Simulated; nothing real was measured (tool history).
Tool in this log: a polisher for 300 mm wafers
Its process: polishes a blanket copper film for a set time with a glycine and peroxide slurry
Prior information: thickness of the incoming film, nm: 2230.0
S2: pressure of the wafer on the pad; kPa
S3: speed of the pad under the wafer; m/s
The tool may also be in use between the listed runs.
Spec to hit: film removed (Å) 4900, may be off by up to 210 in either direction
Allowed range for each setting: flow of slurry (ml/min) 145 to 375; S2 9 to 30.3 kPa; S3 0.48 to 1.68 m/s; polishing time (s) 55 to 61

{"run": 1, "day": 0.0, "flow of slurry (ml/min)": 240, "S2": 19.3, "S3": 1.08, "polishing time (s)": 61, "film removed (Å)": 3584.5}
{"run": 2, "day": 0.35, "flow of slurry (ml/min)": 240, "S2": 19.3, "S3": 0.82, "polishing time (s)": 61, "film removed (Å)": 2920.4}
{"run": 3, "day": 0.662, "flow of slurry (ml/min)": 300, "S2": 19.3, "S3": 0.82, "polishing time (s)": 61, "film removed (Å)": 2987.3}
{"run": 4, "day": 0.854, "flow of slurry (ml/min)": 300, "S2": 19.3, "S3": 0.94, "polishing time (s)": 61, "film removed (Å)": 3272.6}
{"run": 5, "day": 1.204, "flow of slurry (ml/min)": 300, "S2": 19.3, "S3": 0.94, "polishing time (s)": 55, "film removed (Å)": 2906.7}
{"run": 6, "day": 1.371, "flow of slurry (ml/min)": 300, "S2": 19.3, "S3": 0.94, "polishing time (s)": 61, "film removed (Å)": 3267.3}
{"run": 7, "day": 1.712, "flow of slurry (ml/min)": 300, "S2": 20.7, "S3": 0.94, "polishing time (s)": 61, "film removed (Å)": 3426.5}
{"run": 8, "day": 1.796, "flow of slurry (ml/min)": 300, "S2": 22.1, "S3": 0.94, "polishing time (s)": 61, "film removed (Å)": 3525.9}
{"run": 9, "day": 2.104, "flow of slurry (ml/min)": 305, "S2": 27.6, "S3": 1.04, "polishing time (s)": 61, "film removed (Å)": 4406.4}
{"run": 10, "day": 2.458, "flow of slurry (ml/min)": 305, "S2": 28.3, "S3": 1.04, "polishing time (s)": 61, "film removed (Å)": 4341.5}

Next run, 4 choices. One meets every target within its allowed miss, the rest don't. Which?
{"run": "A", "day": 2.812, "flow of slurry (ml/min)": 290, "S2": 25.5, "S3": 1.12, "polishing time (s)": 60, "film removed (Å)": "?"}
{"run": "B", "day": 2.812, "flow of slurry (ml/min)": 325, "S2": 29, "S3": 1.12, "polishing time (s)": 61, "film removed (Å)": "?"}
{"run": "C", "day": 2.812, "flow of slurry (ml/min)": 300, "S2": 30.3, "S3": 1.34, "polishing time (s)": 58, "film removed (Å)": "?"}
{"run": "D", "day": 2.812, "flow of slurry (ml/min)": 335, "S2": 29.6, "S3": 1.04, "polishing time (s)": 55, "film removed (Å)": "?"}

move=A film_removed_(Å)=4360.4
move=B film_removed_(Å)=4831.2
move=C film_removed_(Å)=5508.4
move=D film_removed_(Å)=4153.5
A: no nearer and no further than the last run
B: hits every target within its allowed miss
C: moves the result that the last run missed by most past its target, out the other side
D: its largest miss is bigger than the last run's
B is the move that brings every result within its allowed miss.
